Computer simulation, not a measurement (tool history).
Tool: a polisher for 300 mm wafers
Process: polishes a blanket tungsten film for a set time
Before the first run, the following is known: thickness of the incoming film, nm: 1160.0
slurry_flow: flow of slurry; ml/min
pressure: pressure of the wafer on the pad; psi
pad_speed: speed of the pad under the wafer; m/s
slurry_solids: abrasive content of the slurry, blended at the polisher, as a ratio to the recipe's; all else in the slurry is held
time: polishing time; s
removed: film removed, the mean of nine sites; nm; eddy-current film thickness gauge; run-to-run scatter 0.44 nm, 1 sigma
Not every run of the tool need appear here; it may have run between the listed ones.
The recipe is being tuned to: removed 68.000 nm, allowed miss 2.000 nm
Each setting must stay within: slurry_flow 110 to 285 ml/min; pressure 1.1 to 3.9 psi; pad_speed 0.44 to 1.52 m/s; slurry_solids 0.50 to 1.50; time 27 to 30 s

run 1 day=0.000 | slurry_flow=180 pressure=2.5 pad_speed=0.98 slurry_solids=1.00 time=30 | removed=90.543
run 2 day=0.221 | slurry_flow=175 pressure=2.3 pad_speed=0.98 slurry_solids=1.00 time=30 | removed=84.007
run 3 day=0.388 | slurry_flow=200 pressure=2.3 pad_speed=0.98 slurry_solids=1.00 time=30 | removed=84.524
run 4 day=0.417 | slurry_flow=200 pressure=2.3 pad_speed=0.98 slurry_solids=1.20 time=30 | removed=88.140
run 5 day=0.504 | slurry_flow=160 pressure=2.3 pad_speed=0.98 slurry_solids=1.20 time=30 | removed=84.472
run 6 day=0.704 | slurry_flow=155 pressure=2.1 pad_speed=0.98 slurry_solids=1.20 time=30 | removed=77.870
run 7 day=0.846 | slurry_flow=150 pressure=2.0 pad_speed=0.98 slurry_solids=1.20 time=30 | removed=74.853
run 8 day=1.000 | slurry_flow=150 pressure=2.0 pad_speed=0.98 slurry_solids=1.20 time=30 | removed=74.062
run 9 day=1.233 | slurry_flow=135 pressure=1.8 pad_speed=0.98 slurry_solids=1.20 time=30 | removed=65.942
run 10 day=1.325 | slurry_flow=140 pressure=1.8 pad_speed=0.98 slurry_solids=1.20 time=30 | removed=65.893

4 candidate next runs follow, results not yet known. Just one meets every target within its allowed miss. Identify it.
run A day=1.417 | slurry_flow=145 pressure=2.1 pad_speed=0.96 slurry_solids=1.45 time=28 | removed=?
run B day=1.417 | slurry_flow=260 pressure=1.6 pad_speed=1.08 slurry_solids=1.40 time=30 | removed=?
run C day=1.417 | slurry_flow=165 pressure=1.6 pad_speed=1.12 slurry_solids=1.30 time=29 | removed=?
run D day=1.417 | slurry_flow=185 pressure=2.4 pad_speed=0.78 slurry_solids=1.50 time=28 | removed=?

move=A removed=73.112
move=B removed=73.492
move=C removed=67.510
move=D removed=71.535
A: pushes the last run's worst result past its target
B: pushes the last run's worst result past its target
C: hits every target within its allowed miss
D: pushes the last run's worst result past its target
Go with C: it meets all targets.
